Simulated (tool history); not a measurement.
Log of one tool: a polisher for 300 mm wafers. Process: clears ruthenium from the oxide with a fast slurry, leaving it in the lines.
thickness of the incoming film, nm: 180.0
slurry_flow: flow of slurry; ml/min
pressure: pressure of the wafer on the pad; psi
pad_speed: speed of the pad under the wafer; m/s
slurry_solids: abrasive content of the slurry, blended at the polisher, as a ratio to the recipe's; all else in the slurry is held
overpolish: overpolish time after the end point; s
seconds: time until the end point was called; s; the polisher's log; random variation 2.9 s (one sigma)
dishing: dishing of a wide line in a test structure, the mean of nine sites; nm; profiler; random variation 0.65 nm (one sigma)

run	hour	slurry_flow	pressure	pad_speed	slurry_solids	overpolish	seconds	dishing
1	0	225	2.1	1.12	1	25	58.542	62.255
2	0.9	185	2.1	1.12	1	25	57.248	62.506
3	4.9	185	2.1	0.86	1	25	75.442	49.727
4	12.5	185	1.9	0.78	1	25	93.533	43.362
5	14.3	185	1.9	1	1	25	72.008	52.429
6	16	135	1.9	1	1	25	72.265	51.795
7	24.6	135	1.7	0.9	1	25	89.556	42.334
8	28	135	1.5	0.84	1	26	111.09	35.294
9	32.5	135	1.4	0.82	1	27	121.98	35.355

Forecast run 10:
10	34	135	1.3	0.8	1	27	?	?

seconds: 133.71 s
dishing: 31.732 nm
